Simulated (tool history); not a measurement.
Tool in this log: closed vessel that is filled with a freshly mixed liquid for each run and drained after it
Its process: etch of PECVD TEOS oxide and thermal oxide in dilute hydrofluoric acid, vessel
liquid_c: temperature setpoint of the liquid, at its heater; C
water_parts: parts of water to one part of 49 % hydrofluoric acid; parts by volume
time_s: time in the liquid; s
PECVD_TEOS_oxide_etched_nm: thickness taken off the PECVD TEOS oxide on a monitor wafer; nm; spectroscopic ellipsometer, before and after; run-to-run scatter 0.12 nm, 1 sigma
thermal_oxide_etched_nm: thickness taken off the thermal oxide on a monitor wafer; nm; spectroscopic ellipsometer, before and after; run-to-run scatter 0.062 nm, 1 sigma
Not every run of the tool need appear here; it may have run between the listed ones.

| run | hour | liquid_c | water_parts | time_s | PECVD_TEOS_oxide_etched_nm | thermal_oxide_etched_nm |
|---|---|---|---|---|---|---|
| 1 | 0.0 | 26.0 | 225 | 1045 | 37.673 | 21.2140 |
| 2 | 9.2 | 26.0 | 225 | 1375 | 49.499 | 27.7040 |
| 3 | 14.8 | 29.0 | 225 | 1375 | 55.735 | 30.6290 |
| 4 | 19.2 | 29.0 | 290 | 1375 | 39.229 | 22.0600 |
| 5 | 22.6 | 28.0 | 300 | 1340 | 35.026 | 19.9900 |
| 6 | 25.3 | 24.5 | 300 | 1340 | 31.926 | 17.7560 |

Run 7 comes next. What will it give?
| 7 | 34.8 | 20.5 | 390 | 1025 | ? | ? |

PECVD_TEOS_oxide_etched_nm: 14.947 nm
thermal_oxide_etched_nm: 8.3345 nm
